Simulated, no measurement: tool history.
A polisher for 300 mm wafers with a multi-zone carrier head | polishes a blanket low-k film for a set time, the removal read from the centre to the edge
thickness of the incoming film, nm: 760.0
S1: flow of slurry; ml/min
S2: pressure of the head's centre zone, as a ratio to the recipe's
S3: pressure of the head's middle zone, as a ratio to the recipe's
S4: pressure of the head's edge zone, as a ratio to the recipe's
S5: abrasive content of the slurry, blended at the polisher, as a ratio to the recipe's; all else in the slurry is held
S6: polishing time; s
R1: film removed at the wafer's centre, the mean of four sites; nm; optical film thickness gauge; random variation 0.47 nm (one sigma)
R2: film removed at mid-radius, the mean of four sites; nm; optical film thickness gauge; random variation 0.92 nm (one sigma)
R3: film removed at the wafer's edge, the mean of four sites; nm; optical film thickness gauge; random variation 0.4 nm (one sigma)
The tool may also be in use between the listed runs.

{"run": 1, "hour": 0.0, "S1": 180, "S2": 1.0, "S3": 1.0, "S4": 1.0, "S5": 1.0, "S6": 80, "R1": 39.872, "R2": 39.852, "R3": 40.419}
{"run": 2, "hour": 8.5, "S1": 185, "S2": 0.98, "S3": 1.03, "S4": 1.03, "S5": 1.1, "S6": 82, "R1": 41.294, "R2": 45.819, "R3": 43.932}
{"run": 3, "hour": 13.1, "S1": 185, "S2": 0.98, "S3": 0.95, "S4": 1.03, "S5": 1.1, "S6": 82, "R1": 42.224, "R2": 41.176, "R3": 43.882}
{"run": 4, "hour": 15.7, "S1": 185, "S2": 0.98, "S3": 1.0, "S4": 1.03, "S5": 1.1, "S6": 82, "R1": 42.148, "R2": 43.789, "R3": 43.902}
{"run": 5, "hour": 16.9, "S1": 185, "S2": 0.98, "S3": 1.0, "S4": 1.03, "S5": 1.1, "S6": 100, "R1": 51.764, "R2": 52.36, "R3": 54.165}
{"run": 6, "hour": 17.8, "S1": 195, "S2": 0.97, "S3": 1.02, "S4": 1.06, "S5": 1.1, "S6": 100, "R1": 51.024, "R2": 53.419, "R3": 55.308}
{"run": 7, "hour": 25.2, "S1": 205, "S2": 0.97, "S3": 1.04, "S4": 1.08, "S5": 1.15, "S6": 100, "R1": 52.217, "R2": 56.922, "R3": 56.876}
{"run": 8, "hour": 29.0, "S1": 210, "S2": 0.96, "S3": 1.05, "S4": 1.1, "S5": 1.2, "S6": 100, "R1": 53.698, "R2": 56.045, "R3": 58.325}
{"run": 9, "hour": 37.9, "S1": 210, "S2": 0.94, "S3": 1.08, "S4": 1.1, "S5": 1.25, "S6": 100, "R1": 53.833, "R2": 60.137, "R3": 59.121}
{"run": 10, "hour": 45.6, "S1": 210, "S2": 0.92, "S3": 1.09, "S4": 1.11, "S5": 1.25, "S6": 100, "R1": 52.897, "R2": 61.197, "R3": 59.895}
{"run": 11, "hour": 51.5, "S1": 210, "S2": 0.91, "S3": 1.1, "S4": 1.12, "S5": 1.25, "S6": 100, "R1": 51.852, "R2": 61.229, "R3": 59.931}
{"run": 12, "hour": 54.1, "S1": 215, "S2": 0.9, "S3": 1.11, "S4": 1.13, "S5": 1.25, "S6": 100, "R1": 52.18, "R2": 62.83, "R3": 60.307}
{"run": 13, "hour": 61.0, "S1": 220, "S2": 0.89, "S3": 1.12, "S4": 1.14, "S5": 1.25, "S6": 100, "R1": 50.966, "R2": 62.184, "R3": 60.638}
{"run": 14, "hour": 68.9, "S1": 225, "S2": 0.89, "S3": 1.13, "S4": 1.15, "S5": 1.25, "S6": 100, "R1": 50.481, "R2": 63.748, "R3": 61.094}
{"run": 15, "hour": 73.6, "S1": 230, "S2": 0.89, "S3": 1.13, "S4": 1.15, "S5": 1.25, "S6": 100, "R1": 51.651, "R2": 62.163, "R3": 60.42}
{"run": 16, "hour": 77.7, "S1": 225, "S2": 0.89, "S3": 1.13, "S4": 1.15, "S5": 1.25, "S6": 100, "R1": 51.038, "R2": 62.981, "R3": 60.882}
{"run": 17, "hour": 81.7, "S1": 225, "S2": 0.89, "S3": 1.14, "S4": 1.16, "S5": 1.25, "S6": 100, "R1": 51.129, "R2": 63.572, "R3": 62.018}
{"run": 18, "hour": 84.4, "S1": 225, "S2": 0.89, "S3": 1.15, "S4": 1.16, "S5": 1.25, "S6": 100, "R1": 51.363, "R2": 65.034, "R3": 60.825}
{"run": 19, "hour": 88.8, "S1": 225, "S2": 0.89, "S3": 1.15, "S4": 1.17, "S5": 1.25, "S6": 100, "R1": 51.954, "R2": 64.045, "R3": 62.118}

Run 20 comes next. What will it give?
{"run": 20, "hour": 91.9, "S1": 225, "S2": 0.89, "S3": 1.16, "S4": 1.17, "S5": 1.25, "S6": 100, "R1": "?", "R2": "?", "R3": "?"}

R1: 51.186 nm
R2: 65.179 nm
R3: 61.867 nm
